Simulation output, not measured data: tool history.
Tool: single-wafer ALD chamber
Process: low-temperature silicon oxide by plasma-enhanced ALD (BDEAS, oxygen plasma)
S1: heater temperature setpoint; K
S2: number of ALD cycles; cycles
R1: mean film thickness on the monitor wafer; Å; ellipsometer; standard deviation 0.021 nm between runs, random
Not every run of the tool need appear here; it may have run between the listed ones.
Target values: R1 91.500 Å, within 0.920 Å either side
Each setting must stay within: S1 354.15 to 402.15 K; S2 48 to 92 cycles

run,hour,S1,S2,R1
1,0.0,378.15,70,102.810
2,8.5,383.15,68,98.862
3,9.9,383.15,75,109.560
4,17.2,377.15,75,110.710
5,18.7,382.15,71,103.580
6,25.1,390.15,71,102.470
7,31.2,392.15,68,97.850
8,40.1,393.15,67,95.855
9,43.5,394.15,66,94.542
10,45.9,395.15,65,92.612
11,54.7,396.15,65,92.624

Exactly one of the 4 candidate moves below puts every result within its allowed miss. Which one?
A,63.5,381.15,64,?
B,63.5,396.15,66,?
C,63.5,401.15,65,?
D,63.5,395.15,66,?

move,R1
A,93.691
B,93.995
C,91.710
D,94.170
A: lands further from the targets than the last run did
B: lands further from the targets than the last run did
C: in spec on every target
D: lands further from the targets than the last run did
Correct choice: C, which meets every target

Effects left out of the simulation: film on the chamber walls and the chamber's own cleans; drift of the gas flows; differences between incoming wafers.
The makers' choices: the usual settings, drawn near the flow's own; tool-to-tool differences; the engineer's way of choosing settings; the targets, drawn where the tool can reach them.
